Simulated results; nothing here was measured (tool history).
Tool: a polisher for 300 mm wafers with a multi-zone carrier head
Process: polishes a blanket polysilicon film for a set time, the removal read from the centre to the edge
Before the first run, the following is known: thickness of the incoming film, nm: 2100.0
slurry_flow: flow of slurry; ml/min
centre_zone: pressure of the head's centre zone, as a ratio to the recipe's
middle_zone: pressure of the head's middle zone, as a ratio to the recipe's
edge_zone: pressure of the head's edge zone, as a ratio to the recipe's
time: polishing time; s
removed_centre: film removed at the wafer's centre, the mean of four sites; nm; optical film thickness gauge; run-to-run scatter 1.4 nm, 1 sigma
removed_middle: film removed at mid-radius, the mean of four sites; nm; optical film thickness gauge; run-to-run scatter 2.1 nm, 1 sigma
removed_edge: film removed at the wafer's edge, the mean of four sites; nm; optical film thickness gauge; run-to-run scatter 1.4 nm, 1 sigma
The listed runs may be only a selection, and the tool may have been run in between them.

run 1 day=0 | slurry_flow=280 centre_zone=1 middle_zone=1 edge_zone=1 time=85 | removed_centre=350.99 removed_middle=345.58 removed_edge=353.41
run 2 day=0.242 | slurry_flow=280 centre_zone=1 middle_zone=1 edge_zone=1 time=96 | removed_centre=398.32 removed_middle=391.49 removed_edge=401.99
run 3 day=0.458 | slurry_flow=255 centre_zone=1 middle_zone=1 edge_zone=1 time=96 | removed_centre=393.64 removed_middle=393.52 removed_edge=400.53
run 4 day=0.692 | slurry_flow=255 centre_zone=0.96 middle_zone=1 edge_zone=1 time=96 | removed_centre=375 removed_middle=387.04 removed_edge=396.88
run 5 day=1.012 | slurry_flow=255 centre_zone=0.96 middle_zone=1 edge_zone=1.04 time=96 | removed_centre=374.36 removed_middle=391.2 removed_edge=406.31
run 6 day=1.158 | slurry_flow=265 centre_zone=0.97 middle_zone=0.99 edge_zone=1 time=86 | removed_centre=342.17 removed_middle=344.08 removed_edge=359.7
-- day=1.371 slurry nozzle cleaned
run 7 day=1.371 | slurry_flow=275 centre_zone=0.99 middle_zone=0.99 edge_zone=0.98 time=77 | removed_centre=329.84 removed_middle=330.47 removed_edge=328.7
run 8 day=1.442 | slurry_flow=255 centre_zone=0.99 middle_zone=0.95 edge_zone=0.95 time=69 | removed_centre=290.58 removed_middle=285.23 removed_edge=287.08
run 9 day=1.562 | slurry_flow=255 centre_zone=0.99 middle_zone=0.95 edge_zone=0.95 time=69 | removed_centre=291.06 removed_middle=281.26 removed_edge=291.65
run 10 day=1.892 | slurry_flow=265 centre_zone=1 middle_zone=0.94 edge_zone=0.93 time=63 | removed_centre=270.19 removed_middle=260.01 removed_edge=263.51
run 11 day=2.225 | slurry_flow=265 centre_zone=1.01 middle_zone=0.92 edge_zone=0.91 time=60 | removed_centre=260.81 removed_middle=241.7 removed_edge=249.3

Predict the results of run 12:
run 12 day=2.575 | slurry_flow=265 centre_zone=1.01 middle_zone=0.91 edge_zone=0.89 time=58 | removed_centre=? removed_middle=? removed_edge=?

{"run 12": {"removed_centre": 250.55, "removed_middle": 224.82, "removed_edge": 241.77}}
